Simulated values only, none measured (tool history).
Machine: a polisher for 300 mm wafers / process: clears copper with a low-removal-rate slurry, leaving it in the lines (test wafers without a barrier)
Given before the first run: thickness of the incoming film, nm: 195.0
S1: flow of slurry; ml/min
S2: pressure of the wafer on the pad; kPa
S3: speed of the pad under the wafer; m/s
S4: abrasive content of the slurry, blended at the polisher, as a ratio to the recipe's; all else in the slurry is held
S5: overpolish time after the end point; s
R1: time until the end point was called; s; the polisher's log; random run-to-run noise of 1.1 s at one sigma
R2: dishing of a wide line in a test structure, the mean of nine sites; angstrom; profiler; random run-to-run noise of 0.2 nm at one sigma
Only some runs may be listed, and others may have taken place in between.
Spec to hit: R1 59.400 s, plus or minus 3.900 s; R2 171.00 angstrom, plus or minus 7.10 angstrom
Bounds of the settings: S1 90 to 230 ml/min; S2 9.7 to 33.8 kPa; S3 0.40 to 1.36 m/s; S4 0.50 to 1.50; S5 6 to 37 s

Run 1, hour 0.0: S1 150 ml/min, S2 21.4 kPa, S3 0.88 m/s, S4 1.00, S5 19 s. Result: R1 54.838 s, R2 410.95 angstrom.
Run 2, hour 7.0: S1 120 ml/min, S2 21.4 kPa, S3 0.88 m/s, S4 1.00, S5 19 s. Result: R1 58.269 s, R2 399.70 angstrom.
Run 3, hour 12.8: S1 120 ml/min, S2 24.1 kPa, S3 0.88 m/s, S4 1.00, S5 19 s. Result: R1 52.511 s, R2 440.50 angstrom.
Run 4, hour 15.4: S1 120 ml/min, S2 24.1 kPa, S3 0.88 m/s, S4 1.00, S5 14 s. Result: R1 54.684 s, R2 352.67 angstrom.
Run 5, hour 18.1: S1 120 ml/min, S2 24.1 kPa, S3 0.88 m/s, S4 0.80, S5 14 s. Result: R1 53.951 s, R2 328.23 angstrom.
Run 6, hour 24.5: S1 150 ml/min, S2 24.1 kPa, S3 0.88 m/s, S4 0.80, S5 14 s. Result: R1 52.627 s, R2 340.54 angstrom.
Run 7, hour 30.1: S1 150 ml/min, S2 20.7 kPa, S3 0.96 m/s, S4 0.70, S5 12 s. Result: R1 56.724 s, R2 285.23 angstrom.
Run 8, hour 31.5: S1 170 ml/min, S2 17.9 kPa, S3 1.00 m/s, S4 0.65, S5 10 s. Result: R1 63.722 s, R2 217.30 angstrom.
Run 9, hour 36.4: S1 210 ml/min, S2 17.9 kPa, S3 1.10 m/s, S4 0.50, S5 6 s. Result: R1 59.484 s, R2 143.92 angstrom.
Run 10, hour 45.1: S1 200 ml/min, S2 17.9 kPa, S3 1.10 m/s, S4 0.50, S5 6 s. Result: R1 60.495 s, R2 144.88 angstrom.
Run 11, hour 51.7: S1 190 ml/min, S2 17.9 kPa, S3 1.10 m/s, S4 0.50, S5 6 s. Result: R1 62.679 s, R2 142.82 angstrom.
At hour 58.6: head pressure recalibrated.
Run 12, hour 58.6: S1 185 ml/min, S2 18.6 kPa, S3 1.08 m/s, S4 0.50, S5 6 s. Result: R1 61.984 s, R2 139.45 angstrom.
Run 13, hour 66.3: S1 180 ml/min, S2 18.6 kPa, S3 1.08 m/s, S4 0.55, S5 6 s. Result: R1 61.498 s, R2 138.26 angstrom.
Run 14, hour 75.0: S1 170 ml/min, S2 20.0 kPa, S3 1.08 m/s, S4 0.55, S5 11 s. Result: R1 58.221 s, R2 254.41 angstrom.
Run 15, hour 81.9: S1 210 ml/min, S2 17.2 kPa, S3 1.12 m/s, S4 0.55, S5 10 s. Result: R1 62.464 s, R2 216.50 angstrom.
Run 16, hour 89.8: S1 210 ml/min, S2 17.9 kPa, S3 1.08 m/s, S4 0.55, S5 9 s. Result: R1 61.299 s, R2 195.50 angstrom.
Run 17, hour 94.3: S1 210 ml/min, S2 18.6 kPa, S3 1.08 m/s, S4 0.50, S5 8 s. Result: R1 61.925 s, R2 180.57 angstrom.
Run 18, hour 99.0: S1 205 ml/min, S2 18.6 kPa, S3 1.10 m/s, S4 0.50, S5 8 s. Result: R1 63.392 s, R2 181.60 angstrom.
Run 19, hour 106.4: S1 200 ml/min, S2 18.6 kPa, S3 1.12 m/s, S4 0.50, S5 8 s. Result: R1 60.874 s, R2 186.60 angstrom.
Run 20, hour 109.5: S1 200 ml/min, S2 18.6 kPa, S3 1.12 m/s, S4 0.50, S5 8 s. Result: R1 59.216 s, R2 185.43 angstrom.

Consider the 4 candidate settings below. Which is the only one whose results all fall within their allowed miss of target?
Run A, hour 112.6: S1 210 ml/min, S2 18.6 kPa, S3 1.10 m/s, S4 0.60, S5 7 s. Result: R1 ?, R2 ?.
Run B, hour 112.6: S1 210 ml/min, S2 24.8 kPa, S3 0.98 m/s, S4 0.55, S5 6 s. Result: R1 ?, R2 ?.
Run C, hour 112.6: S1 200 ml/min, S2 18.6 kPa, S3 1.14 m/s, S4 0.50, S5 8 s. Result: R1 ?, R2 ?.
Run D, hour 112.6: S1 230 ml/min, S2 16.5 kPa, S3 1.36 m/s, S4 0.90, S5 6 s. Result: R1 ?, R2 ?.

move      R1      R2
   A  61.421  172.31
   B  52.218  174.66
   C  62.344  191.64
   D  51.778  174.39
A: all results land within tolerance of their targets
B: brings the result that was furthest off to its target, and leaves another outside
C: lands further from the targets than the last run did
D: brings the result that was furthest off to its target, and leaves another outside
A meets every target.

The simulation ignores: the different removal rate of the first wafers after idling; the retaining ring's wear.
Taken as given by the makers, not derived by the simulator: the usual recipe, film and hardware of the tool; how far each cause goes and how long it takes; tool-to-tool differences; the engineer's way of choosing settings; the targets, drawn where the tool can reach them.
